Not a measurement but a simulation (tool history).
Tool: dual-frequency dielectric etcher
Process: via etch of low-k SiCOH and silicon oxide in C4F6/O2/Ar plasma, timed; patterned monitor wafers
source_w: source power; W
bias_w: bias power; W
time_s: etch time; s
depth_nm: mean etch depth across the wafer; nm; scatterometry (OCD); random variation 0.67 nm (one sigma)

run 1 hour=0.0 | source_w=440 bias_w=227 time_s=48 | depth_nm=147.58
run 2 hour=5.1 | source_w=390 bias_w=227 time_s=48 | depth_nm=143.77
run 3 hour=12.7 | source_w=420 bias_w=227 time_s=48 | depth_nm=145.66
run 4 hour=16.5 | source_w=350 bias_w=227 time_s=48 | depth_nm=139.51
run 5 hour=19.6 | source_w=350 bias_w=263 time_s=48 | depth_nm=146.64
run 6 hour=25.1 | source_w=330 bias_w=259 time_s=48 | depth_nm=143.94
run 7 hour=32.4 | source_w=320 bias_w=256 time_s=48 | depth_nm=142.93
run 8 hour=38.7 | source_w=310 bias_w=253 time_s=48 | depth_nm=141.13

The next listed run, before its measurement:
run 9 hour=39.5 | source_w=300 bias_w=251 time_s=48 | depth_nm=?

{"run 9": {"depth_nm": 138.93}}
